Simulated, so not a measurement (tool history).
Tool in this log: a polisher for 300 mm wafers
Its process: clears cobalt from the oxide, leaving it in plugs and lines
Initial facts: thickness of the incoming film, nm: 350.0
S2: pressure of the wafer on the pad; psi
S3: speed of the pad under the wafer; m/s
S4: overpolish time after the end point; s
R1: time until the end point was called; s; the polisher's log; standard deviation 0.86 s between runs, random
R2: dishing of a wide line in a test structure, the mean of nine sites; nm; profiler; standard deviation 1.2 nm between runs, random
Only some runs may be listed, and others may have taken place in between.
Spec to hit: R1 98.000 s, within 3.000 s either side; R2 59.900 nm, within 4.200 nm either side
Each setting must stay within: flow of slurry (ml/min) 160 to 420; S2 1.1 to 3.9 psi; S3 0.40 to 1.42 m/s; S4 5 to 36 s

run 1 hour=0.0 | flow_of_slurry_(ml/min)=270 S2=2.5 S3=0.90 S4=18 | R1=46.966 R2=65.775
run 2 hour=7.6 | flow_of_slurry_(ml/min)=270 S2=2.3 S3=0.88 S4=19 | R1=51.666 R2=62.725
run 3 hour=12.5 | flow_of_slurry_(ml/min)=270 S2=2.7 S3=0.88 S4=19 | R1=44.696 R2=66.077
run 4 hour=14.3 | flow_of_slurry_(ml/min)=335 S2=2.7 S3=0.88 S4=19 | R1=44.127 R2=67.105
run 5 hour=16.6 | flow_of_slurry_(ml/min)=370 S2=2.7 S3=0.88 S4=19 | R1=43.503 R2=69.188
run 6 hour=18.0 | flow_of_slurry_(ml/min)=370 S2=2.4 S3=0.88 S4=19 | R1=49.113 R2=62.949
run 7 hour=20.1 | flow_of_slurry_(ml/min)=370 S2=2.2 S3=0.86 S4=22 | R1=53.479 R2=66.128
run 8 hour=24.6 | flow_of_slurry_(ml/min)=355 S2=1.5 S3=0.64 S4=27 | R1=104.370 R2=55.166

Exactly one of the 5 candidate moves below puts every result within its allowed miss. Which one?
run A hour=29.1 | flow_of_slurry_(ml/min)=315 S2=2.0 S3=0.48 S4=35 | R1=? R2=?
run B hour=29.1 | flow_of_slurry_(ml/min)=400 S2=1.5 S3=0.68 S4=30 | R1=? R2=?
run C hour=29.1 | flow_of_slurry_(ml/min)=390 S2=1.6 S3=0.54 S4=27 | R1=? R2=?
run D hour=29.1 | flow_of_slurry_(ml/min)=280 S2=1.1 S3=0.82 S4=24 | R1=? R2=?
run E hour=29.1 | flow_of_slurry_(ml/min)=395 S2=1.7 S3=0.52 S4=28 | R1=? R2=?

move=A R1=106.070 R2=58.388
move=B R1=98.333 R2=56.329
move=C R1=115.480 R2=49.275
move=D R1=113.400 R2=46.482
move=E R1=112.850 R2=50.896
A: misses by more than the last run did
B: all results in spec
C: misses by more than the last run did
D: misses by more than the last run did
E: misses by more than the last run did
Move B is the one to make.
